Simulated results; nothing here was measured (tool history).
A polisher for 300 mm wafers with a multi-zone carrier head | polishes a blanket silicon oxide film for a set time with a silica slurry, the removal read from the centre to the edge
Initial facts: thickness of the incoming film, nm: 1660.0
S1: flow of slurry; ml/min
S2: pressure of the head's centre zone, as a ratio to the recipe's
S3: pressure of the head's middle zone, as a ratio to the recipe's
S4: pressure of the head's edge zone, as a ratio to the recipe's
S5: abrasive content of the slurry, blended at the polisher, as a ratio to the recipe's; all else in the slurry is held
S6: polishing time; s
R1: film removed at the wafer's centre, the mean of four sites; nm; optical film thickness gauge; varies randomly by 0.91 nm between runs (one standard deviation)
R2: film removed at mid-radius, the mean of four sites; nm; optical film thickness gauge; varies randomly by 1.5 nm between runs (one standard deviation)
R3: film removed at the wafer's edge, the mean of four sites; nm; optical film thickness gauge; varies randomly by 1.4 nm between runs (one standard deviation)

| run | day | S1 | S2 | S3 | S4 | S5 | S6 | R1 | R2 | R3 |
|---|---|---|---|---|---|---|---|---|---|---|
| 1 | 0 | 215 | 1 | 1 | 1 | 1 | 49 | 128.31 | 127.85 | 130.64 |
| 2 | 0.058 | 205 | 0.97 | 1.01 | 0.97 | 1 | 49 | 123.17 | 126.04 | 126.61 |
| 3 | 0.138 | 205 | 0.97 | 0.95 | 0.97 | 1 | 49 | 122.55 | 122.44 | 124.68 |
| 4 | 0.2 | 205 | 0.97 | 0.95 | 0.97 | 1.2 | 49 | 128.34 | 125.91 | 129.73 |
| 5 | 0.221 | 205 | 0.97 | 0.98 | 0.97 | 1.2 | 49 | 129.99 | 127.89 | 133.89 |
| 6 | 0.433 | 205 | 0.97 | 0.92 | 0.97 | 1.2 | 49 | 128.33 | 123.38 | 133.53 |
| 7 | 0.542 | 195 | 0.93 | 0.95 | 0.95 | 1.2 | 49 | 122.53 | 128.86 | 130.29 |
| 8 | 0.829 | 190 | 0.91 | 0.94 | 0.93 | 1.15 | 49 | 117.11 | 122.78 | 128.03 |
| 9 | 1.096 | 185 | 0.89 | 0.97 | 0.9 | 1.1 | 49 | 113.19 | 127.77 | 125.31 |

Run 10 is up next; what results do you expect?
| 10 | 1.292 | 180 | 0.88 | 0.97 | 0.88 | 1.1 | 49 | ? | ? | ? |

{"run 10": {"R1": 110.81, "R2": 123.65, "R3": 120.92}}

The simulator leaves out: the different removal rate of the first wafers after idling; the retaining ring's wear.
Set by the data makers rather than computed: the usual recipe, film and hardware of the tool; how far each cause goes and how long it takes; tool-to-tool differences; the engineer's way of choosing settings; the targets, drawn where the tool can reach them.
